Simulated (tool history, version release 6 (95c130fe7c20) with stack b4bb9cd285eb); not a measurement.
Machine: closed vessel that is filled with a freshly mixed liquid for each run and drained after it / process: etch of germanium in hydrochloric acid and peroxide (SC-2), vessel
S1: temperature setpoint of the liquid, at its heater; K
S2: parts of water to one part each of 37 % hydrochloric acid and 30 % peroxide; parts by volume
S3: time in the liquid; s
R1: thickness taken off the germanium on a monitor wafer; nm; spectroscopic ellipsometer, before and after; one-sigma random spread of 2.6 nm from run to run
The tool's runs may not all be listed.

run,hour,S1,S2,S3,R1
1,0.0,332.15,7.5,100,215.15
2,2.9,332.15,7.5,105,229.17
3,5.4,335.15,7.5,105,246.50
4,11.4,335.15,7.5,105,248.15
5,15.1,337.65,7.5,105,268.76
6,17.9,339.15,7.5,105,274.91

Predict the results of run 7:
7,23.4,340.15,7.5,105,?

{"run 7": {"R1": 285.9}}
